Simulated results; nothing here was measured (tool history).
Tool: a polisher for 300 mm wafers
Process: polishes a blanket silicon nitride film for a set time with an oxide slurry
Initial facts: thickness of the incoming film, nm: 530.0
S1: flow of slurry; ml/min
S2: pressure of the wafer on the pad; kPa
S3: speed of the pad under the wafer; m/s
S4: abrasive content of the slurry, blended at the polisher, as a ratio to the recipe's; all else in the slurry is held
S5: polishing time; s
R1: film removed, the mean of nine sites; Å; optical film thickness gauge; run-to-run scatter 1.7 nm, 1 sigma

run	hour	S1	S2	S3	S4	S5	R1
1	0	310	29	1.08	1	93	821.01
2	5.3	310	33.8	1.1	1	93	953.93
3	6.1	345	33.8	1.1	1	93	965.17
4	11	270	33.8	1.1	1	93	956.8
5	16.3	270	33.8	1.1	0.8	93	857.77
6	18.3	240	33.8	1.1	0.8	93	849.46
7	27.2	240	37.2	1.18	0.8	93	977.89
8	30.5	240	39.3	1.26	0.8	93	1116.1

What does the tool deliver on the next run?
9	31.1	240	40.7	1.3	0.8	93	?

For run 9 the tool returned R1 1187.9 Å.
